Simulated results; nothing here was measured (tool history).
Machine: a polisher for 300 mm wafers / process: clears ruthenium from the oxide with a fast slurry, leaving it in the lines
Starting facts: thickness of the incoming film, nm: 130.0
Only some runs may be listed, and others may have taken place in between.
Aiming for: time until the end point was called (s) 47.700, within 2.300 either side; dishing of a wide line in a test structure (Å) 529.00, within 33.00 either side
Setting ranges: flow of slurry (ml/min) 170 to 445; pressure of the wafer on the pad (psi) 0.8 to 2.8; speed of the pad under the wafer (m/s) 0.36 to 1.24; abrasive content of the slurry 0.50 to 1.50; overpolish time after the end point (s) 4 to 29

run	hour	flow of slurry (ml/min)	pressure of the wafer on the pad (psi)	speed of the pad under the wafer (m/s)	abrasive content of the slurry	overpolish time after the end point (s)	time until the end point was called (s)	dishing of a wide line in a test structure (Å)
1	0.0	285	1.8	0.80	1.00	15	61.333	271.35
2	1.9	285	1.9	0.80	1.00	17	61.199	324.49
3	3.4	285	2.1	0.80	1.00	18	55.469	377.62
4	7.1	285	2.5	0.80	1.00	18	45.890	450.79
5	9.4	285	2.5	0.80	1.00	19	45.904	446.27
6	10.7	285	2.5	0.80	1.15	19	42.622	488.54
7	15.8	285	2.4	0.80	1.15	20	44.596	499.94
8	23.0	285	2.4	0.80	1.15	21	44.137	533.75

Which one of the following 5 next-run settings gets every result inside its allowed miss? There is exactly one.
A	30.2	385	2.3	0.94	1.35	17	?	?
B	30.2	425	2.2	0.90	0.90	23	?	?
C	30.2	300	2.3	0.88	1.15	21	?	?
D	30.2	330	2.6	0.92	1.20	18	?	?
E	30.2	325	2.2	0.84	1.35	23	?	?

move	time until the end point was called (s)	dishing of a wide line in a test structure (Å)
A	38.483	517.73
B	48.941	547.63
C	44.121	553.96
D	36.798	567.81
E	44.591	595.52
A: misses by more than the last run did
B: in spec on every target
C: just as far off the targets as the last run
D: misses by more than the last run did
E: misses by more than the last run did
So the answer is move B, the one that meets all the targets.
